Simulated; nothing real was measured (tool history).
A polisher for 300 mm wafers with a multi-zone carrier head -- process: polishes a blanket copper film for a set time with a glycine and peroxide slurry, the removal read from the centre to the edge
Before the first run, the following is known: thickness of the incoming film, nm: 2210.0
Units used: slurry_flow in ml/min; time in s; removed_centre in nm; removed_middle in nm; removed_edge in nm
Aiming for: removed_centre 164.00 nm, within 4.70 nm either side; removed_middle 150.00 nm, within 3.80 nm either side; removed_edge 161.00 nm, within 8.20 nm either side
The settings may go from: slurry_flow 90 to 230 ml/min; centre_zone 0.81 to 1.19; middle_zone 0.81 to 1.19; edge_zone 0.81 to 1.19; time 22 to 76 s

Run 1, day 0.000: slurry_flow 150 ml/min, centre_zone 1.00, middle_zone 1.00, edge_zone 1.00, time 49 s. Result: removed_centre 265.88 nm, removed_middle 265.72 nm, removed_edge 262.24 nm.
Run 2, day 0.371: slurry_flow 150 ml/min, centre_zone 1.00, middle_zone 1.00, edge_zone 1.00, time 56 s. Result: removed_centre 303.91 nm, removed_middle 302.39 nm, removed_edge 301.60 nm.
Run 3, day 0.567: slurry_flow 150 ml/min, centre_zone 1.00, middle_zone 0.93, edge_zone 1.00, time 56 s. Result: removed_centre 303.44 nm, removed_middle 289.38 nm, removed_edge 295.16 nm.
Run 4, day 0.675: slurry_flow 135 ml/min, centre_zone 0.99, middle_zone 0.89, edge_zone 0.99, time 48 s. Result: removed_centre 250.55 nm, removed_middle 231.46 nm, removed_edge 247.65 nm.
Run 5, day 1.038: slurry_flow 135 ml/min, centre_zone 0.99, middle_zone 0.81, edge_zone 0.99, time 48 s. Result: removed_centre 249.09 nm, removed_middle 215.23 nm, removed_edge 254.27 nm.
Run 6, day 1.071: slurry_flow 125 ml/min, centre_zone 0.98, middle_zone 0.82, edge_zone 0.94, time 43 s. Result: removed_centre 217.73 nm, removed_middle 190.66 nm, removed_edge 211.08 nm.
Run 7, day 1.358: slurry_flow 90 ml/min, centre_zone 0.92, middle_zone 0.81, edge_zone 0.90, time 32 s. Result: removed_centre 135.87 nm, removed_middle 126.69 nm, removed_edge 144.82 nm.
Run 8, day 1.617: slurry_flow 110 ml/min, centre_zone 0.93, middle_zone 0.81, edge_zone 0.90, time 32 s. Result: removed_centre 148.55 nm, removed_middle 136.09 nm, removed_edge 154.43 nm.
Run 9, day 1.679: slurry_flow 120 ml/min, centre_zone 0.93, middle_zone 0.82, edge_zone 0.89, time 32 s. Result: removed_centre 153.55 nm, removed_middle 140.12 nm, removed_edge 156.86 nm.
Run 10, day 1.746: slurry_flow 125 ml/min, centre_zone 0.93, middle_zone 0.83, edge_zone 0.88, time 32 s. Result: removed_centre 154.12 nm, removed_middle 145.39 nm, removed_edge 154.02 nm.
Run 11, day 1.900: slurry_flow 130 ml/min, centre_zone 0.93, middle_zone 0.82, edge_zone 0.88, time 32 s. Result: removed_centre 155.93 nm, removed_middle 141.79 nm, removed_edge 157.15 nm.
Run 12, day 2.171: slurry_flow 135 ml/min, centre_zone 0.93, middle_zone 0.83, edge_zone 0.88, time 32 s. Result: removed_centre 159.77 nm, removed_middle 147.51 nm, removed_edge 157.39 nm.
Run 13, day 2.538: slurry_flow 140 ml/min, centre_zone 0.93, middle_zone 0.83, edge_zone 0.89, time 32 s. Result: removed_centre 160.17 nm, removed_middle 148.29 nm, removed_edge 157.36 nm.

5 next moves are on the table. One of them brings every result within its allowed miss. Which?
Run A, day 2.904: slurry_flow 160 ml/min, centre_zone 0.94, middle_zone 0.90, edge_zone 0.91, time 30 s. Result: removed_centre ?, removed_middle ?, removed_edge ?.
Run B, day 2.904: slurry_flow 155 ml/min, centre_zone 0.93, middle_zone 0.82, edge_zone 0.87, time 32 s. Result: removed_centre ?, removed_middle ?, removed_edge ?.
Run C, day 2.904: slurry_flow 120 ml/min, centre_zone 0.86, middle_zone 0.81, edge_zone 0.88, time 34 s. Result: removed_centre ?, removed_middle ?, removed_edge ?.
Run D, day 2.904: slurry_flow 150 ml/min, centre_zone 0.94, middle_zone 0.81, edge_zone 0.90, time 31 s. Result: removed_centre ?, removed_middle ?, removed_edge ?.
Run E, day 2.904: slurry_flow 135 ml/min, centre_zone 0.98, middle_zone 0.83, edge_zone 0.86, time 31 s. Result: removed_centre ?, removed_middle ?, removed_edge ?.

move  removed_centre  removed_middle  removed_edge
   A          156.34          153.39        151.65
   B          163.72          150.61        157.92
   C          150.16          149.24        161.66
   D          159.10          143.47        154.64
   E          161.61          142.94        148.92
A: its largest miss is bigger than the last run's
B: all results land within tolerance of their targets
C: its largest miss is bigger than the last run's
D: its largest miss is bigger than the last run's
E: brings the result that was furthest off to its target, and leaves another outside
So the answer is move B, the one that meets all the targets.

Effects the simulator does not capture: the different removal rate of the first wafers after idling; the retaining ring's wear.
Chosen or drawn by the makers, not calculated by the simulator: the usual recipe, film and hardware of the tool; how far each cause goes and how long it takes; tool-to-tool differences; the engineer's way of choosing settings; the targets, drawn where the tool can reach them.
